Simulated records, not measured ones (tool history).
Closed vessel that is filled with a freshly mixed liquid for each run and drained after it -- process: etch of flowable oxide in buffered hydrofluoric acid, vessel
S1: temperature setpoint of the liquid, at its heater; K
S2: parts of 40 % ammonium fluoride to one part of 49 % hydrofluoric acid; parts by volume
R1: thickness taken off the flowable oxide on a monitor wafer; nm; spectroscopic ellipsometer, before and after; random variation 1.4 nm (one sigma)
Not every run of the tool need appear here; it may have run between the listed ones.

{"run": 1, "hour": 0.0, "S1": 297.15, "S2": 15.5, "time in the liquid (s)": 105, "R1": 174.98}
{"run": 2, "hour": 4.1, "S1": 297.15, "S2": 19.5, "time in the liquid (s)": 105, "R1": 139.23}
{"run": 3, "hour": 12.4, "S1": 297.15, "S2": 21.0, "time in the liquid (s)": 105, "R1": 132.18}
{"run": 4, "hour": 17.1, "S1": 299.15, "S2": 21.0, "time in the liquid (s)": 105, "R1": 147.49}
{"run": 5, "hour": 20.8, "S1": 297.15, "S2": 21.0, "time in the liquid (s)": 105, "R1": 133.26}
{"run": 6, "hour": 26.9, "S1": 299.15, "S2": 21.0, "time in the liquid (s)": 105, "R1": 148.66}
{"run": 7, "hour": 27.9, "S1": 300.15, "S2": 21.0, "time in the liquid (s)": 105, "R1": 154.39}
{"run": 8, "hour": 28.7, "S1": 301.15, "S2": 21.0, "time in the liquid (s)": 105, "R1": 162.58}
{"run": 9, "hour": 35.6, "S1": 302.15, "S2": 21.0, "time in the liquid (s)": 105, "R1": 170.06}

Predict the results of run 10:
{"run": 10, "hour": 41.5, "S1": 303.15, "S2": 21.0, "time in the liquid (s)": 105, "R1": "?"}

{"run 10": {"R1": 179.36}}
